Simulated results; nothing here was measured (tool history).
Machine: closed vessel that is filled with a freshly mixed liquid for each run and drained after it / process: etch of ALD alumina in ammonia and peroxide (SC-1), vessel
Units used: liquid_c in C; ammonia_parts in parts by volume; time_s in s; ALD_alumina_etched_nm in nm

run  hour  liquid_c  ammonia_parts  time_s  ALD_alumina_etched_nm
  1     0        56           0.65      45                 2.3719
  2   4.3        56           0.65      45                  2.344
  3  10.1        56           0.45      45                 2.3074
  4  13.6      53.5           0.45      45                 1.9876
  5  20.8      53.5           0.45      45                 1.9899
  6  25.6      54.5           0.45      45                 2.1326

The next listed run, before its measurement:
  7  29.5      55.5           0.45      45                      ?

Logged for run 7: ALD_alumina_etched_nm 2.2111 nm.
